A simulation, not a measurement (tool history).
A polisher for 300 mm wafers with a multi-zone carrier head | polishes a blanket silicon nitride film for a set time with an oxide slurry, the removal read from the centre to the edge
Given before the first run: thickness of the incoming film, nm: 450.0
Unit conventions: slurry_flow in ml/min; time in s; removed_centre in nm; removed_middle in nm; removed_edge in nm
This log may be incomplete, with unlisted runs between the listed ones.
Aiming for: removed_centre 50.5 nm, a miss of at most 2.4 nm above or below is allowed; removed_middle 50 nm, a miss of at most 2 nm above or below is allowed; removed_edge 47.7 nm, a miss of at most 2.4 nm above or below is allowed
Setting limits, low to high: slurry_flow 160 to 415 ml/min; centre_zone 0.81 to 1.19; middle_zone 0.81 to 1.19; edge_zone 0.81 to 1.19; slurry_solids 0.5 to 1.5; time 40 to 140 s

run 1 hour=0 | slurry_flow=265 centre_zone=1 middle_zone=1 edge_zone=1 slurry_solids=1 time=90 | removed_centre=65.365 removed_middle=64.773 removed_edge=65.114
run 2 hour=6.3 | slurry_flow=265 centre_zone=1 middle_zone=1 edge_zone=1.04 slurry_solids=1 time=90 | removed_centre=65.537 removed_middle=63.713 removed_edge=66.974
run 3 hour=15 | slurry_flow=265 centre_zone=1 middle_zone=1 edge_zone=1.04 slurry_solids=0.8 time=90 | removed_centre=60.456 removed_middle=60.332 removed_edge=62.962
run 4 hour=19 | slurry_flow=265 centre_zone=1.01 middle_zone=0.99 edge_zone=1 slurry_solids=0.75 time=88 | removed_centre=58.708 removed_middle=55.028 removed_edge=57.799
run 5 hour=22.3 | slurry_flow=265 centre_zone=0.99 middle_zone=0.99 edge_zone=0.96 slurry_solids=0.7 time=88 | removed_centre=55.604 removed_middle=54.158 removed_edge=54.206
run 6 hour=27.7 | slurry_flow=210 centre_zone=0.99 middle_zone=0.99 edge_zone=0.96 slurry_solids=0.7 time=88 | removed_centre=54.725 removed_middle=53.077 removed_edge=54.253
run 7 hour=32.4 | slurry_flow=240 centre_zone=0.99 middle_zone=1.01 edge_zone=0.87 slurry_solids=0.5 time=87 | removed_centre=46.051 removed_middle=47.019 removed_edge=44.493
run 8 hour=39.7 | slurry_flow=240 centre_zone=0.99 middle_zone=1.01 edge_zone=0.87 slurry_solids=0.5 time=87 | removed_centre=47.582 removed_middle=46.683 removed_edge=44.977

Which single option among these 5 for the next run brings every result within its allowed miss of target? Just one does.
run A hour=47 | slurry_flow=305 centre_zone=1.11 middle_zone=1.05 edge_zone=0.81 slurry_solids=0.5 time=85 | removed_centre=? removed_middle=? removed_edge=?
run B hour=47 | slurry_flow=270 centre_zone=0.99 middle_zone=1.01 edge_zone=0.87 slurry_solids=0.5 time=91 | removed_centre=? removed_middle=? removed_edge=?
run C hour=47 | slurry_flow=225 centre_zone=0.92 middle_zone=0.94 edge_zone=0.88 slurry_solids=0.5 time=100 | removed_centre=? removed_middle=? removed_edge=?
run D hour=47 | slurry_flow=205 centre_zone=0.96 middle_zone=1.14 edge_zone=0.83 slurry_solids=0.55 time=85 | removed_centre=? removed_middle=? removed_edge=?
run E hour=47 | slurry_flow=160 centre_zone=0.9 middle_zone=1.01 edge_zone=0.9 slurry_solids=0.5 time=94 | removed_centre=? removed_middle=? removed_edge=?

move=A removed_centre=53.08 removed_middle=47.432 removed_edge=43.543
move=B removed_centre=49.991 removed_middle=48.605 removed_edge=47.727
move=C removed_centre=49.915 removed_middle=49.342 removed_edge=52.008
move=D removed_centre=45.694 removed_middle=50.954 removed_edge=44.428
move=E removed_centre=43.713 removed_middle=47.161 removed_edge=47.77
A: no nearer and no further than the last run
B: each result inside its tolerance
C: corrects the largest miss of the last run, while another result sits out of spec
D: corrects the largest miss of the last run, while another result sits out of spec
E: misses by more than the last run did
The right move is B.
